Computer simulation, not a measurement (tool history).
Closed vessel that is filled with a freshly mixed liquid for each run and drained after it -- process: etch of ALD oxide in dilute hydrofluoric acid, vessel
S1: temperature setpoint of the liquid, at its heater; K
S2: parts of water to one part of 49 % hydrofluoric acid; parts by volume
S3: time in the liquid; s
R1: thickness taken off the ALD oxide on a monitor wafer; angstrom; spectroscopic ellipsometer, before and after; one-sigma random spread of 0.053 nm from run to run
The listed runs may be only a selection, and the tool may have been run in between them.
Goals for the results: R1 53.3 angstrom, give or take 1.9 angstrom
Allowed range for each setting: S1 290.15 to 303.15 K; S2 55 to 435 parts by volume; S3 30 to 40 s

{"run": 1, "hour": 0.0, "S1": 295.15, "S2": 245, "S3": 40, "R1": 25.487}
{"run": 2, "hour": 7.8, "S1": 295.15, "S2": 205, "S3": 40, "R1": 30.923}
{"run": 3, "hour": 13.8, "S1": 296.65, "S2": 205, "S3": 40, "R1": 33.404}
{"run": 4, "hour": 22.1, "S1": 297.65, "S2": 195, "S3": 40, "R1": 36.738}
{"run": 5, "hour": 28.7, "S1": 298.65, "S2": 190, "S3": 40, "R1": 38.401}
{"run": 6, "hour": 32.6, "S1": 298.65, "S2": 190, "S3": 40, "R1": 38.738}
{"run": 7, "hour": 34.3, "S1": 299.65, "S2": 185, "S3": 40, "R1": 41.887}
{"run": 8, "hour": 36.9, "S1": 300.15, "S2": 180, "S3": 40, "R1": 44.148}
{"run": 9, "hour": 45.3, "S1": 300.65, "S2": 175, "S3": 40, "R1": 45.993}
{"run": 10, "hour": 50.7, "S1": 301.15, "S2": 175, "S3": 40, "R1": 46.811}
{"run": 11, "hour": 52.9, "S1": 301.65, "S2": 175, "S3": 40, "R1": 47.792}
{"run": 12, "hour": 58.4, "S1": 302.15, "S2": 175, "S3": 40, "R1": 49.348}

Which one of the following 4 next-run settings gets every result inside its allowed miss? There is exactly one.
{"run": "A", "hour": 63.9, "S1": 300.65, "S2": 155, "S3": 40, "R1": "?"}
{"run": "B", "hour": 63.9, "S1": 303.15, "S2": 140, "S3": 30, "R1": "?"}
{"run": "C", "hour": 63.9, "S1": 302.65, "S2": 155, "S3": 40, "R1": "?"}
{"run": "D", "hour": 63.9, "S1": 303.15, "S2": 160, "S3": 40, "R1": "?"}

move=A R1=53.475
move=B R1=49.587
move=C R1=57.51
move=D R1=56.355
A: meets every target
B: moves toward the targets from the last run without getting all of them in spec
C: pushes the last run's worst result past its target
D: pushes the last run's worst result past its target
The right move is A.

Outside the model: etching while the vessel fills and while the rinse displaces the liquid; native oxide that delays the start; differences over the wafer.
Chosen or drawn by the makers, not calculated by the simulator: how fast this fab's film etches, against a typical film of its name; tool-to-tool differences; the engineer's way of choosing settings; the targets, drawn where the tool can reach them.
